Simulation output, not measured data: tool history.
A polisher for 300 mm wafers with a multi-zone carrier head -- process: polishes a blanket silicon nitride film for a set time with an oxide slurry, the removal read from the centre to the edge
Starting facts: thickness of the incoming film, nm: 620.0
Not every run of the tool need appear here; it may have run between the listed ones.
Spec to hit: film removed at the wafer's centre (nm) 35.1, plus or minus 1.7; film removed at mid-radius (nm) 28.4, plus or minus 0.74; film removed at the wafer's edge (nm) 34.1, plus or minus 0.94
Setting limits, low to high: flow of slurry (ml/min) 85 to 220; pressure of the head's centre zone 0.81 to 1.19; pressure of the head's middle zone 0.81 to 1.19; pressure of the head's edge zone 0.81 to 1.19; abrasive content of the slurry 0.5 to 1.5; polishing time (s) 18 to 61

run	hour	flow of slurry (ml/min)	pressure of the head's centre zone	pressure of the head's middle zone	pressure of the head's edge zone	abrasive content of the slurry	polishing time (s)	film removed at the wafer's centre (nm)	film removed at mid-radius (nm)	film removed at the wafer's edge (nm)
1	0	140	1	1	1	1	39	24.559	25.068	25.275
2	3.4	140	1.05	1	1	1	39	26.226	24.994	25.62
3	11.7	140	1.05	1	0.94	1	39	26.886	24.998	24.795
4	19.1	140	1.05	1	0.94	1.15	39	28.739	26.501	26.089
5	27.4	140	1.05	1	0.97	1.15	39	27.656	26.737	26.706
6	34.3	160	1.1	0.96	1.01	1.2	39	30.411	26.909	28.57
7	40.2	175	1.13	0.94	1.05	1.25	39	32.965	27.382	29.49
8	42.1	180	1.13	0.92	1.09	1.3	39	34.091	27.418	30.431

Of the 5 settings listed for the next run, only one would bring every result within its allowed miss of target. Which one?
A	44	210	1.19	1.01	0.88	1.15	38	?	?	?
B	44	215	1.16	1.08	0.86	1.5	33	?	?	?
C	44	145	1.08	0.81	1.18	1.3	43	?	?	?
D	44	160	1.07	0.85	1.11	1.35	43	?	?	?
E	44	160	1.05	0.84	1.15	1.25	43	?	?	?

move	film removed at the wafer's centre (nm)	film removed at mid-radius (nm)	film removed at the wafer's edge (nm)
A	34.123	28.34	26.016
B	32.192	29.019	24.881
C	34.178	26.311	33.702
D	35.159	28.342	33.698
E	33.461	27.229	33.239
A: its largest miss is bigger than the last run's
B: its largest miss is bigger than the last run's
C: brings the result that was furthest off to its target, and leaves another outside
D: each result inside its tolerance
E: brings the result that was furthest off to its target, and leaves another outside
Move D is the one to make.
